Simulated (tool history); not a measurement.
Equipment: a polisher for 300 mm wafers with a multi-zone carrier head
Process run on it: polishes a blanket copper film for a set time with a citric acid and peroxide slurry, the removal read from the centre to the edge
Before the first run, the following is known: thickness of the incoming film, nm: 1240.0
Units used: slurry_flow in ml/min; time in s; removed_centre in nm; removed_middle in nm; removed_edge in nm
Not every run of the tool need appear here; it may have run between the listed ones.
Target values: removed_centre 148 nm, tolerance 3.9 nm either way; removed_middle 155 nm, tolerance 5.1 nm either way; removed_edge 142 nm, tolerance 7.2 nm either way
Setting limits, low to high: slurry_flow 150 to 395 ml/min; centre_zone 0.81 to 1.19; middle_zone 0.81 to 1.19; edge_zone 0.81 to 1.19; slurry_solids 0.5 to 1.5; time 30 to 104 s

run,day,slurry_flow,centre_zone,middle_zone,edge_zone,slurry_solids,time,removed_centre,removed_middle,removed_edge
1,0,250,1,1,1,1,67,119.48,119.98,118.18
2,0.233,255,1.01,1.02,1.02,1.05,67,124,125.29,119.56
3,0.533,255,0.96,1.02,1.02,1.05,67,119.11,126.45,120.7
4,0.754,255,1.01,1.02,1.02,1.05,67,122.63,125.47,122.84
5,1.104,255,1.01,1.02,1.02,1.05,60,110.04,113,110.83
6,1.238,255,1.01,1.02,1.09,1.05,60,110.35,113.65,114.88
7,1.538,265,1.03,1.04,1.1,1.1,60,113.74,115.74,114.38
8,1.771,265,1.03,1.05,1.11,1.15,62,118.89,119.6,121
9,2.075,270,1.03,1.07,1.11,1.2,63,120.95,125.67,126.88

Below are 4 possible settings for the next run. Only one of them brings all results inside the allowed miss of their targets. Which is it?
A,2.379,295,0.91,0.96,1.19,1.5,71,?,?,?
B,2.379,255,1.06,1.13,1.05,1.15,75,?,?,?
C,2.379,290,0.99,1.02,1.19,1.35,71,?,?,?
D,2.379,295,1.11,1.19,0.82,0.7,83,?,?,?

move,removed_centre,removed_middle,removed_edge
A,136.16,140.52,154.7
B,147.59,153.38,140.65
C,140.67,142.48,150.05
D,149.23,155.41,121.52
A: better than the last run, though not everything is in spec
B: every result within its allowed miss
C: better than the last run, though not everything is in spec
D: brings the last run's worst result on target, with another outside its allowed miss
So the answer is move B, the one that meets all the targets.

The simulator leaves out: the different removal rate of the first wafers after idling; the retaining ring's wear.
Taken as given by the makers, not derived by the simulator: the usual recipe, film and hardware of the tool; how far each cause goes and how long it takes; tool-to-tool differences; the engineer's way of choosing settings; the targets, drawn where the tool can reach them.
